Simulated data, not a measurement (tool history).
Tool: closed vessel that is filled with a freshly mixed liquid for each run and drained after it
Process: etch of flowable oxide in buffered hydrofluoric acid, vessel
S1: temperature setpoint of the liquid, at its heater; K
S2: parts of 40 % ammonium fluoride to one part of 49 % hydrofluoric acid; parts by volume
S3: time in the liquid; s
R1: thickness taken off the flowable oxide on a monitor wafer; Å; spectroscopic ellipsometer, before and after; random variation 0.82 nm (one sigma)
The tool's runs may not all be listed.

Run 1, hour 0: S1 294.15 K, S2 11.5 parts by volume, S3 90 s. Result: R1 1578.6 Å.
Run 2, hour 2.5: S1 292.65 K, S2 12.5 parts by volume, S3 90 s. Result: R1 1332.1 Å.
Run 3, hour 10.5: S1 292.65 K, S2 12.5 parts by volume, S3 100 s. Result: R1 1485.4 Å.
Run 4, hour 12.6: S1 292.65 K, S2 14 parts by volume, S3 100 s. Result: R1 1331.8 Å.
Run 5, hour 14.9: S1 292.65 K, S2 14 parts by volume, S3 90 s. Result: R1 1180.3 Å.
Run 6, hour 20.1: S1 291.65 K, S2 14.5 parts by volume, S3 90 s. Result: R1 1086.3 Å.

Run 7 comes next. What will it give?
Run 7, hour 22.8: S1 291.15 K, S2 15 parts by volume, S3 90 s. Result: R1 ?.

R1: 1026 Å

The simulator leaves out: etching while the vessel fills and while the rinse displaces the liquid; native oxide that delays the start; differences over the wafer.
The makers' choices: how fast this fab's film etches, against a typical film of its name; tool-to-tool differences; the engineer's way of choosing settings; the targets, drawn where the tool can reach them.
